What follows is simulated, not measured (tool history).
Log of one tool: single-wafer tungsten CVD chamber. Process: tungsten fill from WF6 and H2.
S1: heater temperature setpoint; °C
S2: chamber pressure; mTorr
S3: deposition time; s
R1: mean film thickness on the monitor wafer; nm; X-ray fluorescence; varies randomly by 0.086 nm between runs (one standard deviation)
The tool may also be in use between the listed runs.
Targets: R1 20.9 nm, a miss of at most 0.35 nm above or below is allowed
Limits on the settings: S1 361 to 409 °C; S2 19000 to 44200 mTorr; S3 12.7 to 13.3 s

run 1 hour=0 | S1=385 S2=31600 S3=13.3 | R1=29.251
run 2 hour=6.7 | S1=380 S2=31500 S3=13.3 | R1=26.054
run 3 hour=8.5 | S1=377 S2=31500 S3=13.3 | R1=24.58
run 4 hour=11.1 | S1=375 S2=31500 S3=13.3 | R1=23.925
run 5 hour=16.6 | S1=375 S2=35800 S3=13.3 | R1=25.501
run 6 hour=25.3 | S1=375 S2=35800 S3=13.3 | R1=25.827
run 7 hour=27.3 | S1=372 S2=35800 S3=13.3 | R1=24.214
run 8 hour=31.1 | S1=370 S2=35800 S3=13.3 | R1=23.192
run 9 hour=35.4 | S1=364 S2=35700 S3=13.3 | R1=20.303

Of the 4 settings listed for the next run, only one would bring every result within its allowed miss of target. Which one?
run A hour=39.7 | S1=368 S2=32100 S3=12.8 | R1=?
run B hour=39.7 | S1=365 S2=35800 S3=13.3 | R1=?
run C hour=39.7 | S1=364 S2=37300 S3=12.7 | R1=?
run D hour=39.7 | S1=365 S2=33600 S3=13.3 | R1=?

move=A R1=20.225
move=B R1=20.966
move=C R1=20.041
move=D R1=20.241
A: further off than the last run
B: all results land within tolerance of their targets
C: further off than the last run
D: further off than the last run
Move B is the one to make.
